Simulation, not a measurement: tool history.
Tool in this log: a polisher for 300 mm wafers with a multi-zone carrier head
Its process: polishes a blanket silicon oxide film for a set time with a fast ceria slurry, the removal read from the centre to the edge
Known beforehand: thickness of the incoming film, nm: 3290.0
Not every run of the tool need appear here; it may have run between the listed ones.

| run | day | flow of slurry (ml/min) | pressure of the head's centre zone | pressure of the head's middle zone | pressure of the head's edge zone | polishing time (s) | film removed at the wafer's centre (Å) | film removed at mid-radius (Å) | film removed at the wafer's edge (Å) |
|---|---|---|---|---|---|---|---|---|---|
| 1 | 0.000 | 285 | 1.00 | 1.00 | 1.00 | 74 | 10748 | 10980 | 11107 |
| 2 | 0.029 | 285 | 0.99 | 1.02 | 1.02 | 78 | 11222 | 11725 | 11844 |
| 3 | 0.129 | 285 | 0.99 | 1.02 | 1.02 | 85 | 12257 | 12980 | 12717 |
| 4 | 0.375 | 285 | 0.99 | 1.02 | 0.96 | 85 | 12184 | 12778 | 12634 |
| 5 | 0.604 | 285 | 0.99 | 1.02 | 0.99 | 85 | 12065 | 12760 | 12593 |
| 6 | 0.704 | 285 | 0.99 | 1.02 | 1.04 | 85 | 12258 | 12767 | 12780 |
| 7 | 0.992 | 285 | 0.97 | 1.02 | 1.05 | 89 | 12327 | 13193 | 13705 |
| 8 | 1.200 | 285 | 0.97 | 1.03 | 1.06 | 91 | 12814 | 13623 | 13707 |
| 9 | 1.367 | 285 | 0.96 | 1.04 | 1.06 | 94 | 13238 | 14414 | 14502 |
| 10 | 1.596 | 290 | 0.95 | 1.05 | 1.07 | 96 | 13116 | 15019 | 14785 |
| 11 | 1.804 | 295 | 0.95 | 1.05 | 1.08 | 97 | 13214 | 14960 | 14994 |
| 12 | 2.067 | 295 | 0.95 | 1.05 | 1.08 | 98 | 13456 | 15356 | 14841 |

The next listed run, before its measurement:
| 13 | 2.212 | 290 | 0.95 | 1.05 | 1.08 | 99 | ? | ? | ? |

{"run 13": {"film removed at the wafer's centre (Å)": 13893, "film removed at mid-radius (Å)": 15667, "film removed at the wafer's edge (Å)": 15171}}
